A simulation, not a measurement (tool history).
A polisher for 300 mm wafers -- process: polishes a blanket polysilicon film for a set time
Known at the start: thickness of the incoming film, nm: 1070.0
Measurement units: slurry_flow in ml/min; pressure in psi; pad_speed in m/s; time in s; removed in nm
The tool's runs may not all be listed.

run	hour	slurry_flow	pressure	pad_speed	time	removed
1	0	300	3.4	1.2	46	634.77
2	6.4	300	3.2	1.2	46	593.23
3	8	300	3.2	1.2	46	594.19
4	9.7	300	3	1.2	46	557.12
5	18.7	350	3	1.2	46	555.18
6	24.6	350	3	1.2	48	592.02
7	28	350	2.8	1.2	48	561.21

Run 8 is up next; what results do you expect?
8	33.7	350	2.7	1.2	48	?

{"run 8": {"removed": 544}}
